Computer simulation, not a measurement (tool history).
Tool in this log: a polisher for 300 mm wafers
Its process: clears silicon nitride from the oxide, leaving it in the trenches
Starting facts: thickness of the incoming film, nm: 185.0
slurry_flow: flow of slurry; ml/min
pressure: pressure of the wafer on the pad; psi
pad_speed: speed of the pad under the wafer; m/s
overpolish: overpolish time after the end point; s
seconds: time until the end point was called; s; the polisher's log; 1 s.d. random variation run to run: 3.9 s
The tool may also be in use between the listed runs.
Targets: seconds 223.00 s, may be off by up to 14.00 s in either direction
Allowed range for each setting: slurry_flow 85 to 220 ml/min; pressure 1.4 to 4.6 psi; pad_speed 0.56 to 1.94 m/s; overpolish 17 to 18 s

| run | hour | slurry_flow | pressure | pad_speed | overpolish | seconds |
|---|---|---|---|---|---|---|
| 1 | 0.0 | 140 | 3.0 | 1.24 | 17 | 153.54 |
| 2 | 6.7 | 140 | 3.0 | 1.44 | 17 | 132.57 |
| 3 | 13.6 | 140 | 3.5 | 1.44 | 17 | 117.83 |
| 4 | 18.2 | 140 | 3.3 | 1.42 | 17 | 125.27 |
| 5 | 21.7 | 140 | 3.1 | 1.40 | 17 | 127.64 |
| 6 | 26.4 | 140 | 3.1 | 1.40 | 17 | 130.83 |
| 7 | 27.5 | 140 | 2.9 | 1.38 | 17 | 141.90 |
| 8 | 31.1 | 140 | 2.7 | 1.36 | 17 | 150.74 |
| 9 | 36.5 | 140 | 2.6 | 1.34 | 17 | 153.93 |
| 10 | 43.3 | 140 | 2.5 | 1.32 | 17 | 159.95 |
| 11 | 49.8 | 140 | 2.4 | 1.30 | 17 | 164.36 |
| 12 | 55.9 | 140 | 2.4 | 1.30 | 17 | 165.00 |
| 13 | 57.1 | 140 | 2.3 | 1.28 | 17 | 167.33 |
| 14 | 64.8 | 140 | 2.2 | 1.26 | 17 | 177.09 |
| 15 | 70.8 | 140 | 2.1 | 1.24 | 17 | 188.74 |
| 16 | 72.9 | 140 | 2.0 | 1.24 | 17 | 189.46 |
| 17 | 78.0 | 140 | 1.9 | 1.24 | 17 | 199.66 |

Exercise: of the 5 proposed moves below, exactly one satisfies all targets within the stated allowed misses. Which move is it?
| A | 83.1 | 125 | 1.4 | 1.18 | 17 | ? |
| B | 83.1 | 150 | 1.8 | 1.12 | 17 | ? |
| C | 83.1 | 135 | 1.4 | 1.06 | 17 | ? |
| D | 83.1 | 110 | 1.4 | 1.14 | 18 | ? |
| E | 83.1 | 195 | 1.5 | 1.04 | 17 | ? |

| move | seconds |
|---|---|
| A | 242.46 |
| B | 217.99 |
| C | 264.39 |
| D | 258.82 |
| E | 244.79 |
A: takes the biggest miss from the last run beyond its target
B: every result lands within tolerance
C: takes the biggest miss from the last run beyond its target
D: takes the biggest miss from the last run beyond its target
E: takes the biggest miss from the last run beyond its target
Correct choice: B, which meets every target
